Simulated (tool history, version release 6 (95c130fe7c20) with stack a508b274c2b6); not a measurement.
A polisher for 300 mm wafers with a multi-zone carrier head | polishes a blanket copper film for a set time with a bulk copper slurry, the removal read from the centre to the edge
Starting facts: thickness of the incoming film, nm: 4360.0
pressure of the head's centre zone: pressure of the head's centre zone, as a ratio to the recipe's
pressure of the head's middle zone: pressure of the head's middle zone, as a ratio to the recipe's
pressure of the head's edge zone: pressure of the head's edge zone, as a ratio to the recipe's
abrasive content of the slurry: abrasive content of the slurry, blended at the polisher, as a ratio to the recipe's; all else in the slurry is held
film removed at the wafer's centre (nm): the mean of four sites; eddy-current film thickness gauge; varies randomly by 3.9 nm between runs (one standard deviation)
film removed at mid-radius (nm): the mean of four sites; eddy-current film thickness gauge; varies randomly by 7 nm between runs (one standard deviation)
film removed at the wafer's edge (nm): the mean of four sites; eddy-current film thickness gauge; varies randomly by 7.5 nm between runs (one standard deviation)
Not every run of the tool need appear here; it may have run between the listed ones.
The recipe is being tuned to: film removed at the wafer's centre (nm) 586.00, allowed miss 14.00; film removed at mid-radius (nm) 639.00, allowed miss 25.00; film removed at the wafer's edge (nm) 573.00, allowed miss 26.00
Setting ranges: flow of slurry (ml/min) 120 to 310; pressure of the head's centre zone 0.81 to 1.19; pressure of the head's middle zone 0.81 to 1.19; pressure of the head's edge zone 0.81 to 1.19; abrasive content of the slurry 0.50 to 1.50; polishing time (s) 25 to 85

run	day	flow of slurry (ml/min)	pressure of the head's centre zone	pressure of the head's middle zone	pressure of the head's edge zone	abrasive content of the slurry	polishing time (s)	film removed at the wafer's centre (nm)	film removed at mid-radius (nm)	film removed at the wafer's edge (nm)
1	0.000	200	1.00	1.00	1.00	1.00	55	522.37	458.28	447.80
2	0.129	205	0.99	1.02	1.02	1.05	55	523.12	480.32	468.74
3	0.425	205	0.99	1.02	1.02	1.05	43	405.35	376.94	370.51
4	0.542	215	0.99	1.04	1.04	1.10	44	425.30	394.34	382.42
# day 0.704: centre zone pressure recalibrated
5	0.704	215	0.99	1.04	0.96	1.10	44	386.48	385.92	368.64
6	0.762	215	0.99	1.04	0.96	1.30	44	397.94	400.91	381.43
7	1.112	220	0.98	1.06	0.99	1.35	46	418.97	442.48	417.70
8	1.362	275	1.08	1.16	1.09	1.50	52	547.61	550.37	502.36
9	1.408	275	1.07	1.16	1.09	1.50	53	550.06	565.99	509.14
10	1.625	275	1.07	1.16	1.10	1.50	54	561.08	578.28	529.09
11	1.988	285	1.06	1.18	1.11	1.50	56	583.54	610.67	550.11

Which single option among these 5 for the next run brings every result within its allowed miss of target? Just one does.
A	2.350	285	1.06	1.19	0.96	1.45	57	?	?	?
B	2.350	310	1.13	1.19	1.13	1.30	54	?	?	?
C	2.350	305	1.02	1.17	1.12	1.35	60	?	?	?
D	2.350	300	1.14	1.18	1.09	1.40	54	?	?	?
E	2.350	310	1.09	1.19	1.02	1.30	56	?	?	?

move	film removed at the wafer's centre (nm)	film removed at mid-radius (nm)	film removed at the wafer's edge (nm)
A	589.24	620.40	521.26
B	587.81	579.46	524.13
C	592.48	638.66	583.74
D	599.79	582.01	521.73
E	587.86	601.14	518.11
A: the worst result of the last run now meets its target, but another is out of spec
B: lands further from the targets than the last run did
C: all results land within tolerance of their targets
D: lands further from the targets than the last run did
E: lands further from the targets than the last run did
The move that meets every target is C.
